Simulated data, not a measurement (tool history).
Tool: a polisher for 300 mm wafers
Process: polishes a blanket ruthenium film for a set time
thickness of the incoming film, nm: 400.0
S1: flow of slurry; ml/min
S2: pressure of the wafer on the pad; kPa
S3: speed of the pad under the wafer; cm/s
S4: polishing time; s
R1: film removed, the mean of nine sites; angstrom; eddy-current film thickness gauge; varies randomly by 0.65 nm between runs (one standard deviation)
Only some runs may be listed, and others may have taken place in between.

run  hour   S1    S2   S3  S4      R1
  1   0.0  220  10.3  114  56  416.41
  2   8.7  220  11.7  114  56  471.42
  3  11.0  220  13.1  114  56  526.65
  4  16.0  220  13.1   86  56  394.55
  5  17.8  220  13.1  104  56  479.02
  6  23.8  170  13.1  104  56  456.92
  7  31.7  185  13.8  106  56  504.41
  8  38.8  195  14.5  108  56  525.58
  9  44.1  200  15.2  112  56  592.86
 10  50.0  205  15.2  112  56  579.17
 11  57.8  205  15.2  114  56  593.49

Run 12 comes next. What will it give?
 12  62.1  205  15.2  116  56   ?

{"run 12": {"R1": 609.74}}
